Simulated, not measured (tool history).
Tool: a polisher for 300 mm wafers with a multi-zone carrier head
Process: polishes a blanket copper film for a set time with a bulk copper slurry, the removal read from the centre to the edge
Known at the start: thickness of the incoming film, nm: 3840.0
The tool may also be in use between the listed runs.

run  hour  flow of slurry (ml/min)  pressure of the head's centre zone  pressure of the head's middle zone  pressure of the head's edge zone  abrasive content of the slurry  polishing time (s)  film removed at the wafer's centre (Å)  film removed at mid-radius (Å)  film removed at the wafer's edge (Å)
  1   0.0                      205                                1.00                                1.00                              1.00                            1.00                  69                                  7649.0                          7574.7                                7461.9
  2   7.8                      205                                1.00                                1.00                              1.00                            0.90                  69                                  7272.4                          7116.4                                7149.4
  3   9.7                      210                                1.01                                0.98                              1.04                            0.95                  69                                  7407.5                          7098.1                                7536.3
  4  17.7                      220                                1.04                                0.98                              1.06                            1.00                  69                                  7826.0                          7455.1                                7535.4
  5  22.7                      220                                1.05                                0.95                              1.08                            1.05                  70                                  8093.1                          7336.7                                7947.2
  6  24.9                      225                                1.06                                0.94                              1.10                            1.10                  70                                  8361.0                          7501.1                                8121.6
  7  25.5                      245                                1.06                                0.85                              1.19                            1.15                  71                                  8875.8                          6954.2                                8725.1

The next listed run, before its measurement:
  8  32.1                      245                                1.06                                0.85                              1.19                            1.15                  71                                       ?                               ?                                     ?

Run 8 gave film removed at the wafer's centre (Å) 8835.2, film removed at mid-radius (Å) 7094.4, film removed at the wafer's edge (Å) 8722.5.
